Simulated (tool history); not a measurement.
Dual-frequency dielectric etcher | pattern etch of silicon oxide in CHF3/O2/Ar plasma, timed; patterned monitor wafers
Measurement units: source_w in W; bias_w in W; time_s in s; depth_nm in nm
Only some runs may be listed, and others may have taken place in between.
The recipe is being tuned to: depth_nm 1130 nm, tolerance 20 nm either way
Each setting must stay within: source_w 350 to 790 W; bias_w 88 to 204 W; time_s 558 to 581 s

Run 1, hour 0: source_w 570 W, bias_w 146 W, time_s 558 s. Result: depth_nm 1007.9 nm.
Run 2, hour 0.8: source_w 520 W, bias_w 146 W, time_s 558 s. Result: depth_nm 962.49 nm.
Run 3, hour 1.4: source_w 570 W, bias_w 148 W, time_s 558 s. Result: depth_nm 1006.1 nm.
Run 4, hour 7.3: source_w 610 W, bias_w 150 W, time_s 558 s. Result: depth_nm 1050.5 nm.
Run 5, hour 8.3: source_w 530 W, bias_w 150 W, time_s 558 s. Result: depth_nm 970.63 nm.
Run 6, hour 16: source_w 570 W, bias_w 152 W, time_s 558.5 s. Result: depth_nm 1027 nm.
Run 7, hour 22.9: source_w 600 W, bias_w 153 W, time_s 558.5 s. Result: depth_nm 1054.8 nm.
Run 8, hour 28.6: source_w 620 W, bias_w 154 W, time_s 558.5 s. Result: depth_nm 1072.7 nm.
Run 9, hour 30.1: source_w 700 W, bias_w 158 W, time_s 559 s. Result: depth_nm 1147.1 nm.

Which one of the following 4 next-run settings gets every result inside its allowed miss? There is exactly one.
Run A, hour 31.6: source_w 690 W, bias_w 180 W, time_s 558 s. Result: depth_nm ?.
Run B, hour 31.6: source_w 680 W, bias_w 162 W, time_s 581 s. Result: depth_nm ?.
Run C, hour 31.6: source_w 650 W, bias_w 181 W, time_s 568.5 s. Result: depth_nm ?.
Run D, hour 31.6: source_w 680 W, bias_w 152 W, time_s 567 s. Result: depth_nm ?.

move  depth_nm
   A    1184.2
   B    1184.9
   C    1172.1
   D    1134.5
A: the biggest miss grows against the last run
B: the biggest miss grows against the last run
C: the biggest miss grows against the last run
D: all results land within tolerance of their targets
D meets every target.

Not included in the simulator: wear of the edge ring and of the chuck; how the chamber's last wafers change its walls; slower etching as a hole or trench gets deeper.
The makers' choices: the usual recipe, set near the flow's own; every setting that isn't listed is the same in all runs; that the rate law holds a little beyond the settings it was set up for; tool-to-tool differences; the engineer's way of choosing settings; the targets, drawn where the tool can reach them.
